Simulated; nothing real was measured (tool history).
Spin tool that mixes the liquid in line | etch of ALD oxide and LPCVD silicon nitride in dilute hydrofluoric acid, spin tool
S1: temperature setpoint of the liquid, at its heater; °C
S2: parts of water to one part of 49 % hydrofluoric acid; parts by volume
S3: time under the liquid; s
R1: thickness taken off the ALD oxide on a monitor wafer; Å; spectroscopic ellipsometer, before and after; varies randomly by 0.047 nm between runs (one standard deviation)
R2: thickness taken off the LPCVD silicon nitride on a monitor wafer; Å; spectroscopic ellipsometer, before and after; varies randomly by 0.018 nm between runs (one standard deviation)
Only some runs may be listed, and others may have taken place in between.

{"run": 1, "hour": 0.0, "S1": 22.0, "S2": 230, "S3": 125, "R1": 64.61, "R2": 2.41}
{"run": 2, "hour": 3.4, "S1": 23.5, "S2": 230, "S3": 125, "R1": 68.458, "R2": 2.5695}
{"run": 3, "hour": 4.9, "S1": 23.5, "S2": 150, "S3": 125, "R1": 114.54, "R2": 4.3183}
{"run": 4, "hour": 6.1, "S1": 22.0, "S2": 170, "S3": 125, "R1": 92.798, "R2": 2.7518}
{"run": 5, "hour": 9.1, "S1": 21.5, "S2": 190, "S3": 125, "R1": 80.599, "R2": 2.4458}
{"run": 6, "hour": 15.3, "S1": 21.5, "S2": 230, "S3": 125, "R1": 63.079, "R2": 2.1273}
{"run": 7, "hour": 23.7, "S1": 21.0, "S2": 235, "S3": 125, "R1": 61.049, "R2": 2.2732}
{"run": 8, "hour": 25.2, "S1": 20.5, "S2": 235, "S3": 125, "R1": 59.093, "R2": 2.1838}

Run 9 comes next. What will it give?
{"run": 9, "hour": 29.8, "S1": 20.0, "S2": 235, "S3": 125, "R1": "?", "R2": "?"}

For run 9 the tool returned R1 58.678 Å, R2 1.8940 Å.

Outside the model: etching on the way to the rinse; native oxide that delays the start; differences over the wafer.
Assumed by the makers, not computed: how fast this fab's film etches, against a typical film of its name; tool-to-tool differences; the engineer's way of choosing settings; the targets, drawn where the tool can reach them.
